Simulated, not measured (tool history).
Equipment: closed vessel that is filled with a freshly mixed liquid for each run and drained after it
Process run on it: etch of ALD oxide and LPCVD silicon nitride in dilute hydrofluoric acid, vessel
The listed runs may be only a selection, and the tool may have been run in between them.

run	day	temperature setpoint of the liquid (K)	parts of water to one part of 49 % hydrofluoric acid (parts by volume)	time in the liquid (s)	thickness taken off the ALD oxide on a monitor wafer (Å)	thickness taken off the LPCVD silicon nitride on a monitor wafer (Å)
1	0	297.15	80	60	178.1	3.6664
2	0.042	299.65	80	60	192.65	4.6037
3	0.167	298.65	100	55	133.15	2.5956
4	0.196	299.65	115	50	107.25	2.4145
5	0.55	299.65	115	65	139.45	3.6986
6	0.654	299.65	100	65	164.64	4.399
7	0.846	299.65	115	55	119.28	2.9191
8	1.05	298.65	125	50	93.028	1.7968

Forecast run 9:
9	1.088	299.65	130	45	?	?

Logged for run 9: thickness taken off the ALD oxide on a monitor wafer (Å) 84.235, thickness taken off the LPCVD silicon nitride on a monitor wafer (Å) 2.4233.

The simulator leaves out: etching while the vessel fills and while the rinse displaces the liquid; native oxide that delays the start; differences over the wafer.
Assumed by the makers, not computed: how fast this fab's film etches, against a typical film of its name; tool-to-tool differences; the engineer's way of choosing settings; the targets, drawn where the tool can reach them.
